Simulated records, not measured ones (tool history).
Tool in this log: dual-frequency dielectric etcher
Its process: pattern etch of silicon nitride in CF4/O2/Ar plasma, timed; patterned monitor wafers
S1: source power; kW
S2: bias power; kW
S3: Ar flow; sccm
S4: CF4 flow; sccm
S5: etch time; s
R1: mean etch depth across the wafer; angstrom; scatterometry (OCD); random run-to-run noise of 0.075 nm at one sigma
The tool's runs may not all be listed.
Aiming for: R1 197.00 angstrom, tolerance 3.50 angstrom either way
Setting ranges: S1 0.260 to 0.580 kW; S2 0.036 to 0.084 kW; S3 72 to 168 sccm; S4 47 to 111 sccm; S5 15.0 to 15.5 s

| run | hour | S1 | S2 | S3 | S4 | S5 | R1 |
|---|---|---|---|---|---|---|---|
| 1 | 0.0 | 0.420 | 0.060 | 120 | 79 | 15.0 | 252.33 |
| 2 | 1.7 | 0.420 | 0.055 | 120 | 79 | 15.0 | 241.69 |
| 3 | 6.0 | 0.420 | 0.055 | 120 | 73 | 15.0 | 239.40 |
| 4 | 7.2 | 0.420 | 0.055 | 120 | 73 | 15.5 | 250.07 |
| 5 | 14.7 | 0.420 | 0.049 | 120 | 73 | 15.5 | 236.36 |
| 6 | 22.3 | 0.410 | 0.049 | 120 | 73 | 15.5 | 232.48 |
| 7 | 26.0 | 0.400 | 0.049 | 120 | 73 | 15.5 | 227.05 |
| 8 | 31.9 | 0.400 | 0.049 | 120 | 73 | 15.5 | 228.65 |
| 9 | 33.6 | 0.320 | 0.048 | 120 | 73 | 15.5 | 189.91 |

Of the 5 settings listed for the next run, only one would bring every result within its allowed miss of target. Which one?
| A | 35.3 | 0.310 | 0.053 | 116 | 77 | 15.5 | ? |
| B | 35.3 | 0.320 | 0.050 | 121 | 71 | 15.0 | ? |
| C | 35.3 | 0.420 | 0.039 | 130 | 62 | 15.5 | ? |
| D | 35.3 | 0.330 | 0.056 | 132 | 83 | 15.0 | ? |
| E | 35.3 | 0.350 | 0.052 | 110 | 72 | 15.0 | ? |

| move | R1 |
|---|---|
| A | 197.89 |
| B | 188.14 |
| C | 207.71 |
| D | 204.56 |
| E | 207.02 |
A: each result inside its tolerance
B: its largest miss is bigger than the last run's
C: carries the result that was furthest off beyond its target, to the other side
D: carries the result that was furthest off beyond its target, to the other side
E: carries the result that was furthest off beyond its target, to the other side
Move A is the one to make.

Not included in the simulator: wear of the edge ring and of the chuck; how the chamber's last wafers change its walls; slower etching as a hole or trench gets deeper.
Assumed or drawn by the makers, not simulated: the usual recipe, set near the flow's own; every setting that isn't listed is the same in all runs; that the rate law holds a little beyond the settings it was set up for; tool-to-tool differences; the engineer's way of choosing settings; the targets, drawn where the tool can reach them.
